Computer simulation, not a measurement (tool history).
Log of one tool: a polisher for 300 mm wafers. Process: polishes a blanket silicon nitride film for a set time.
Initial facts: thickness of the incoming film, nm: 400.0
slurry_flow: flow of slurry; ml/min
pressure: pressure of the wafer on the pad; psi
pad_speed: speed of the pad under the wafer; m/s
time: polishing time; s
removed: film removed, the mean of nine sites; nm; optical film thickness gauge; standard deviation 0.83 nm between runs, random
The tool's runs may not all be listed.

{"run": 1, "hour": 0.0, "slurry_flow": 270, "pressure": 3.7, "pad_speed": 0.84, "time": 46, "removed": 64.723}
{"run": 2, "hour": 3.7, "slurry_flow": 270, "pressure": 3.7, "pad_speed": 0.84, "time": 46, "removed": 64.962}
{"run": 3, "hour": 11.7, "slurry_flow": 270, "pressure": 4.1, "pad_speed": 0.84, "time": 46, "removed": 71.707}
{"run": 4, "hour": 15.4, "slurry_flow": 270, "pressure": 4.4, "pad_speed": 0.84, "time": 46, "removed": 75.002}
{"run": 5, "hour": 22.5, "slurry_flow": 335, "pressure": 4.4, "pad_speed": 0.84, "time": 46, "removed": 76.889}
{"run": 6, "hour": 27.7, "slurry_flow": 335, "pressure": 4.6, "pad_speed": 0.84, "time": 46, "removed": 81.615}
{"run": 7, "hour": 30.8, "slurry_flow": 335, "pressure": 4.7, "pad_speed": 0.84, "time": 46, "removed": 82.913}

For run 8, what comes out?
{"run": 8, "hour": 37.4, "slurry_flow": 335, "pressure": 4.8, "pad_speed": 0.84, "time": 46, "removed": "?"}

Run 8 yielded removed 84.209 nm.

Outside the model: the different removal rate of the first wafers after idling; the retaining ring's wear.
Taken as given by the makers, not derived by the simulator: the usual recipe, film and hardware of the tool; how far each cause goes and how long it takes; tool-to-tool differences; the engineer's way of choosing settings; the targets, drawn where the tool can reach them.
